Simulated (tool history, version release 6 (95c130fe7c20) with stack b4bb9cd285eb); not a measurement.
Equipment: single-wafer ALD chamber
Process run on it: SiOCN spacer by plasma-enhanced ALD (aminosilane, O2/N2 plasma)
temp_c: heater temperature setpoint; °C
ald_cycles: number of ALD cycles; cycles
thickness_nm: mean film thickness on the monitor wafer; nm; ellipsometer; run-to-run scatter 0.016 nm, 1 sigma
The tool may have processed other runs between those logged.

| run | hour | temp_c | ald_cycles | thickness_nm |
|---|---|---|---|---|
| 1 | 0.0 | 415 | 66 | 3.9360 |
| 2 | 8.1 | 405 | 66 | 4.0601 |
| 3 | 10.2 | 402 | 70 | 4.3343 |
| 4 | 12.8 | 402 | 65 | 4.0055 |
| 5 | 16.2 | 394 | 65 | 4.1078 |
| 6 | 19.1 | 394 | 69 | 4.3431 |
| 7 | 20.9 | 393 | 72 | 4.5484 |
| 8 | 24.2 | 392 | 74 | 4.6596 |
| 9 | 26.2 | 392 | 76 | 4.8184 |

Run 10, settings as shown, results not yet in. Your forecast:
| 10 | 27.6 | 392 | 76 | ? |

{"run 10": {"thickness_nm": 4.802}}

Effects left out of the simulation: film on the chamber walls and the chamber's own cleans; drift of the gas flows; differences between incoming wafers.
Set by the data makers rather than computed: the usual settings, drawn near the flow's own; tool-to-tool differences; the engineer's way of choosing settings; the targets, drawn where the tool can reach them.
